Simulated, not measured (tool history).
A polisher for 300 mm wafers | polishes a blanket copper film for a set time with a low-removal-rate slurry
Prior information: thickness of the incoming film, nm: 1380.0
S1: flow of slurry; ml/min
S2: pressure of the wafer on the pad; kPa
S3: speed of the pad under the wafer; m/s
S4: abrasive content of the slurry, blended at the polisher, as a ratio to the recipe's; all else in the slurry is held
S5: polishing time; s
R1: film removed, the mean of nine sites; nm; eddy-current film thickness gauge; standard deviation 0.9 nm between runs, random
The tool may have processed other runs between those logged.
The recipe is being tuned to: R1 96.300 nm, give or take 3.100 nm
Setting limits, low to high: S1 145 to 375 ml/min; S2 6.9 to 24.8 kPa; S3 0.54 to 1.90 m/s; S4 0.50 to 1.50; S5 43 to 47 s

{"run": 1, "hour": 0.0, "S1": 240, "S2": 15.9, "S3": 1.22, "S4": 1.0, "S5": 47, "R1": 124.37}
{"run": 2, "hour": 2.6, "S1": 240, "S2": 15.9, "S3": 1.22, "S4": 0.8, "S5": 47, "R1": 120.53}
{"run": 3, "hour": 4.6, "S1": 240, "S2": 15.2, "S3": 1.22, "S4": 0.8, "S5": 47, "R1": 114.95}
{"run": 4, "hour": 9.6, "S1": 240, "S2": 15.2, "S3": 1.22, "S4": 0.8, "S5": 43, "R1": 105.39}
{"run": 5, "hour": 14.0, "S1": 240, "S2": 17.2, "S3": 1.22, "S4": 0.8, "S5": 43, "R1": 120.1}
{"run": 6, "hour": 19.4, "S1": 240, "S2": 20.0, "S3": 1.22, "S4": 0.8, "S5": 43, "R1": 136.15}
{"run": 7, "hour": 21.3, "S1": 235, "S2": 15.9, "S3": 1.18, "S4": 0.8, "S5": 43, "R1": 109.26}
{"run": 8, "hour": 27.9, "S1": 235, "S2": 15.2, "S3": 1.18, "S4": 0.8, "S5": 43, "R1": 103.83}

Exactly one of the 5 candidate moves below puts every result within its allowed miss. Which one?
{"run": "A", "hour": 34.5, "S1": 210, "S2": 15.9, "S3": 1.14, "S4": 0.85, "S5": 46, "R1": "?"}
{"run": "B", "hour": 34.5, "S1": 220, "S2": 13.8, "S3": 1.14, "S4": 0.75, "S5": 47, "R1": "?"}
{"run": "C", "hour": 34.5, "S1": 220, "S2": 15.2, "S3": 1.2, "S4": 0.75, "S5": 44, "R1": "?"}
{"run": "D", "hour": 34.5, "S1": 195, "S2": 15.2, "S3": 1.3, "S4": 0.8, "S5": 44, "R1": "?"}
{"run": "E", "hour": 34.5, "S1": 230, "S2": 15.2, "S3": 1.16, "S4": 0.75, "S5": 44, "R1": "?"}

move=A R1=109.310
move=B R1=95.571
move=C R1=102.390
move=D R1=109.110
move=E R1=100.130
A: the biggest miss grows against the last run
B: meets every target
C: moves toward the targets from the last run without getting all of them in spec
D: the biggest miss grows against the last run
E: moves toward the targets from the last run without getting all of them in spec
So the answer is move B, the one that meets all the targets.

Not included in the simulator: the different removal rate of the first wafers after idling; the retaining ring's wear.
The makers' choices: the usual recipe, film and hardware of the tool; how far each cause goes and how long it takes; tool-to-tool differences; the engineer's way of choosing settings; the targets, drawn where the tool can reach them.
